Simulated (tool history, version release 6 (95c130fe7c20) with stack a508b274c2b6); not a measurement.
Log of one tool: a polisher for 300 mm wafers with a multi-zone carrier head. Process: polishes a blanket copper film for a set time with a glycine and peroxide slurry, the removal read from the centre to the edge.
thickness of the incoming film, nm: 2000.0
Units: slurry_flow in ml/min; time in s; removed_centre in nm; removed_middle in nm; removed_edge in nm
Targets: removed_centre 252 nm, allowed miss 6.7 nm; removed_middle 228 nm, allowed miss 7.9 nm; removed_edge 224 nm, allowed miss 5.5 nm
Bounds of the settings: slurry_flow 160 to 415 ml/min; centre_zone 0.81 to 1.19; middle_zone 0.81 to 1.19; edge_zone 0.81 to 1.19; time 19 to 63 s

Run 1, hour 0: slurry_flow 265 ml/min, centre_zone 1, middle_zone 1, edge_zone 1, time 41 s. Result: removed_centre 195.14 nm, removed_middle 208.42 nm, removed_edge 211.07 nm.
Run 2, hour 7: slurry_flow 235 ml/min, centre_zone 1, middle_zone 1, edge_zone 1, time 41 s. Result: removed_centre 194.52 nm, removed_middle 207.54 nm, removed_edge 206.76 nm.
Run 3, hour 9.8: slurry_flow 235 ml/min, centre_zone 0.94, middle_zone 1, edge_zone 1, time 41 s. Result: removed_centre 183.49 nm, removed_middle 206.53 nm, removed_edge 207.64 nm.
Run 4, hour 16.5: slurry_flow 235 ml/min, centre_zone 0.94, middle_zone 1, edge_zone 1, time 48 s. Result: removed_centre 216.95 nm, removed_middle 237.95 nm, removed_edge 244.66 nm.
Run 5, hour 22.4: slurry_flow 235 ml/min, centre_zone 0.98, middle_zone 1, edge_zone 1, time 48 s. Result: removed_centre 223.42 nm, removed_middle 242.9 nm, removed_edge 245.57 nm.
Run 6, hour 24.5: slurry_flow 235 ml/min, centre_zone 0.98, middle_zone 0.95, edge_zone 1, time 48 s. Result: removed_centre 223.92 nm, removed_middle 235.21 nm, removed_edge 242.56 nm.
At hour 30.5: centre zone pressure recalibrated.
Run 7, hour 30.5: slurry_flow 230 ml/min, centre_zone 1, middle_zone 0.94, edge_zone 0.98, time 48 s. Result: removed_centre 232.25 nm, removed_middle 232.09 nm, removed_edge 244.88 nm.
Run 8, hour 39.1: slurry_flow 225 ml/min, centre_zone 1.02, middle_zone 0.95, edge_zone 0.96, time 48 s. Result: removed_centre 239.38 nm, removed_middle 231.54 nm, removed_edge 237.27 nm.

Which of these 5 next moves meets every target?
Run A, hour 47.7: slurry_flow 235 ml/min, centre_zone 1.04, middle_zone 0.92, edge_zone 1.06, time 50 s. Result: removed_centre ?, removed_middle ?, removed_edge ?.
Run B, hour 47.7: slurry_flow 160 ml/min, centre_zone 1.13, middle_zone 0.99, edge_zone 0.87, time 48 s. Result: removed_centre ?, removed_middle ?, removed_edge ?.
Run C, hour 47.7: slurry_flow 235 ml/min, centre_zone 1.03, middle_zone 0.97, edge_zone 0.88, time 44 s. Result: removed_centre ?, removed_middle ?, removed_edge ?.
Run D, hour 47.7: slurry_flow 265 ml/min, centre_zone 1.02, middle_zone 0.91, edge_zone 1.09, time 46 s. Result: removed_centre ?, removed_middle ?, removed_edge ?.
Run E, hour 47.7: slurry_flow 220 ml/min, centre_zone 1.15, middle_zone 0.92, edge_zone 0.96, time 45 s. Result: removed_centre ?, removed_middle ?, removed_edge ?.

move  removed_centre  removed_middle  removed_edge
   A          258.73           233.6        260.53
   B          253.75          227.55        224.06
   C          225.84          214.93        213.58
   D           237.2           215.6        244.68
   E          252.46          208.66        224.43
A: further off than the last run
B: meets every target
C: takes the result that was furthest off past its target
D: further off than the last run
E: brings the result that was furthest off to its target, and leaves another outside
The right move is B.
